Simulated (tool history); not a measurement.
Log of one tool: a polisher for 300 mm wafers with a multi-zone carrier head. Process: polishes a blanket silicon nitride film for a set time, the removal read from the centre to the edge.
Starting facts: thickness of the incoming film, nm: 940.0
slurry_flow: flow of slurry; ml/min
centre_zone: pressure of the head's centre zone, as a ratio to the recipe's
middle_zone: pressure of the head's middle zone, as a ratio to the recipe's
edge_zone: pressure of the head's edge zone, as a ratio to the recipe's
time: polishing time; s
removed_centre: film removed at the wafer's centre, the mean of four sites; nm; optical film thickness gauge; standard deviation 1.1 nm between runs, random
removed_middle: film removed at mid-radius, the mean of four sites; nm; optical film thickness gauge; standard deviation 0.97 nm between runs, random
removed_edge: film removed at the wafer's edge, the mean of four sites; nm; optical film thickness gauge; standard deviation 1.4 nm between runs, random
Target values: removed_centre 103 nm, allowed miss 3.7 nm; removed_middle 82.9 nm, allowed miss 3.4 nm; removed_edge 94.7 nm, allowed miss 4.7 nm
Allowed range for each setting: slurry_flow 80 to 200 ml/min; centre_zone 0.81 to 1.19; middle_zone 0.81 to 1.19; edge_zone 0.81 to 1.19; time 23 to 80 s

run    day  slurry_flow  centre_zone  middle_zone  edge_zone  time  removed_centre  removed_middle  removed_edge
  1      0          130            1            1          1    51          78.379          74.576        78.294
  2  0.092          130         0.94            1          1    51          74.888          75.734        75.481
  3  0.371          130         0.94            1       0.96    51          73.648          77.482        76.852
  4    0.7          130         0.94            1       0.96    42           61.04          62.592        62.393
  5    0.8          130         0.94         1.07       0.96    42          61.281          65.894         60.24
  6  1.158          130         0.94         1.07       1.03    42          60.326          66.485        63.919
  7    1.2          135         0.97         1.06       1.04    44          66.282          68.788        67.408
  8  1.433          140         0.99         1.05       1.05    45           69.49           70.62        68.827
  9  1.762          140         1.01         1.04       1.06    47          73.474          74.213        73.008
 10  1.888          145         1.03         1.02       1.07    48          77.378          72.714        73.979
 11    2.2          140         1.05         1.01       1.07    50          83.055          75.637        79.461

4 candidate next runs follow, results not yet known. Just one meets every target within its allowed miss. Identify it.
  A  2.512          105         0.95         0.97       1.16    61               ?               ?             ?
  B  2.512          135         0.88         1.09        1.1    43               ?               ?             ?
  C  2.512          140         1.13         0.94       1.14    58               ?               ?             ?
  D  2.512          120         1.19         0.84       1.07    63               ?               ?             ?

move  removed_centre  removed_middle  removed_edge
   A          86.992          84.971        95.388
   B          59.256           68.65        67.052
   C          103.32          82.009        92.629
   D          115.21          79.356         96.04
A: better than the last run, though not everything is in spec
B: further off than the last run
C: hits every target within its allowed miss
D: takes the biggest miss from the last run beyond its target
The right move is C.
